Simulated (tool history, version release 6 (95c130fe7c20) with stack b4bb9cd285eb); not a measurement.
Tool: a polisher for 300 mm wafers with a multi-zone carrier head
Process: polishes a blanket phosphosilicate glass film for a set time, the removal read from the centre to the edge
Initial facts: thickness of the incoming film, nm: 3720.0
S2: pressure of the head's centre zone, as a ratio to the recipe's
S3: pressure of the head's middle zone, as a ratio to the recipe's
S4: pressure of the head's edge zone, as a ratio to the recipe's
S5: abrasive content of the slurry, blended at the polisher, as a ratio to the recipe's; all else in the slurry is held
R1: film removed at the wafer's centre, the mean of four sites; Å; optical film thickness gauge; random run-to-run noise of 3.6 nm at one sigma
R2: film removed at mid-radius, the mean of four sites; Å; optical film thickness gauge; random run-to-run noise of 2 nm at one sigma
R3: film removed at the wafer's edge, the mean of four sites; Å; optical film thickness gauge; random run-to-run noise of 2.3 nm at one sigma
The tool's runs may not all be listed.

Run 1, hour 0.0: flow of slurry (ml/min) 210, S2 1.00, S3 1.00, S4 1.00, S5 1.00, polishing time (s) 35. Result: R1 2210.0 Å, R2 2110.7 Å, R3 2198.1 Å.
Run 2, hour 7.1: flow of slurry (ml/min) 210, S2 1.09, S3 1.00, S4 1.00, S5 1.00, polishing time (s) 35. Result: R1 2407.1 Å, R2 2098.3 Å, R3 2177.7 Å.
Run 3, hour 8.8: flow of slurry (ml/min) 220, S2 1.08, S3 0.99, S4 1.04, S5 1.10, polishing time (s) 35. Result: R1 2491.0 Å, R2 2216.3 Å, R3 2333.6 Å.
Run 4, hour 17.2: flow of slurry (ml/min) 220, S2 1.08, S3 0.99, S4 1.00, S5 1.10, polishing time (s) 35. Result: R1 2493.0 Å, R2 2201.4 Å, R3 2312.3 Å.
Run 5, hour 23.8: flow of slurry (ml/min) 220, S2 1.12, S3 0.99, S4 1.00, S5 1.10, polishing time (s) 35. Result: R1 2589.9 Å, R2 2220.5 Å, R3 2317.6 Å.
Run 6, hour 31.0: flow of slurry (ml/min) 230, S2 1.11, S3 0.97, S4 1.03, S5 1.20, polishing time (s) 35. Result: R1 2705.4 Å, R2 2294.0 Å, R3 2419.3 Å.
Run 7, hour 32.9: flow of slurry (ml/min) 220, S2 1.09, S3 0.95, S4 1.06, S5 1.25, polishing time (s) 36. Result: R1 2692.6 Å, R2 2330.0 Å, R3 2579.1 Å.
Run 8, hour 41.1: flow of slurry (ml/min) 225, S2 1.09, S3 0.94, S4 1.08, S5 1.30, polishing time (s) 36. Result: R1 2815.4 Å, R2 2328.6 Å, R3 2663.0 Å.
Run 9, hour 49.0: flow of slurry (ml/min) 270, S2 1.02, S3 1.00, S4 1.18, S5 1.45, polishing time (s) 36. Result: R1 2758.3 Å, R2 2669.5 Å, R3 2915.7 Å.
Run 10, hour 54.4: flow of slurry (ml/min) 270, S2 1.03, S3 0.99, S4 1.18, S5 1.45, polishing time (s) 36. Result: R1 2806.4 Å, R2 2602.8 Å, R3 2884.1 Å.
Run 11, hour 56.2: flow of slurry (ml/min) 270, S2 1.03, S3 0.98, S4 1.18, S5 1.45, polishing time (s) 36. Result: R1 2845.8 Å, R2 2592.5 Å, R3 2884.0 Å.

Expected results for the next run?
Run 12, hour 60.2: flow of slurry (ml/min) 265, S2 1.03, S3 0.97, S4 1.18, S5 1.45, polishing time (s) 36. Result: R1 ?, R2 ?, R3 ?.

R1: 2741.4 Å
R2: 2564.8 Å
R3: 2913.7 Å

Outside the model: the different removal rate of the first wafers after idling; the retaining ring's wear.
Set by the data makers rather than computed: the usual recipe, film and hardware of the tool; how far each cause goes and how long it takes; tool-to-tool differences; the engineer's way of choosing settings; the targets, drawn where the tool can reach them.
